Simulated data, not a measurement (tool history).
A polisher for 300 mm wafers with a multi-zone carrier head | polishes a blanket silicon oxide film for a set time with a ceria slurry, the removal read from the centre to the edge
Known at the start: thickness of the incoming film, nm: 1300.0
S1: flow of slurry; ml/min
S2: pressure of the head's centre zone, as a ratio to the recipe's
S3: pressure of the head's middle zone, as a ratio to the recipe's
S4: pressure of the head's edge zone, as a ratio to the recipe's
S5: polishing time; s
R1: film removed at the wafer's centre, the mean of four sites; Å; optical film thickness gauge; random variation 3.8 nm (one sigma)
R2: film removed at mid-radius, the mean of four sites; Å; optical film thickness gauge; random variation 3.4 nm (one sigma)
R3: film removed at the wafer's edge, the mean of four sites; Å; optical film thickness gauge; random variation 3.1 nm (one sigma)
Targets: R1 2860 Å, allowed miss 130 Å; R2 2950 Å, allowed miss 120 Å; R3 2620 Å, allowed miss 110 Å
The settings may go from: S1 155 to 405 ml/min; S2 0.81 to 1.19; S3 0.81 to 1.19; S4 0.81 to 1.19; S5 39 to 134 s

run,hour,S1,S2,S3,S4,S5,R1,R2,R3
1,0,260,1,1,1,86,2415.1,2317.1,2359.6
2,0.6,260,1,1,0.92,86,2457.5,2328.1,2218.4
3,2.2,265,1.02,1.04,0.94,88,2541,2484.8,2267.5
4,7,270,1.03,1.06,0.96,90,2644.4,2537.4,2418.5
5,13.3,270,1.03,1.14,0.96,90,2650.5,2577.5,2370
6,17.1,270,1.07,1.14,0.96,90,2704.5,2596.6,2350.1
7,24.3,275,1.05,1.15,0.96,92,2730.1,2683.2,2462.4
8,25,285,1.04,1.16,0.95,93,2828.4,2743.6,2436.5
9,28.6,285,1.02,1.17,0.95,94,2698,2870.2,2506.3
10,33.1,290,1.03,1.17,0.96,95,2850.4,2802,2551.7

5 next moves are on the table. One of them brings every result within its allowed miss. Which?
A,37.6,405,1.04,1.11,1.1,91,?,?,?
B,37.6,315,1.1,1.19,0.85,90,?,?,?
C,37.6,320,1.06,1.06,1.05,104,?,?,?
D,37.6,205,0.81,1.19,0.93,102,?,?,?
E,37.6,190,1,1.16,0.91,104,?,?,?

move,R1,R2,R3
A,2805,2715.2,2569.4
B,2815.8,2723.1,2302.6
C,3176,2973.1,2847.4
D,2456.5,2924.5,2571.9
E,2827.3,2902.9,2580.6
A: further off than the last run
B: further off than the last run
C: brings the result that was furthest off to its target, and leaves another outside
D: brings the result that was furthest off to its target, and leaves another outside
E: meets every target
The right move is E.
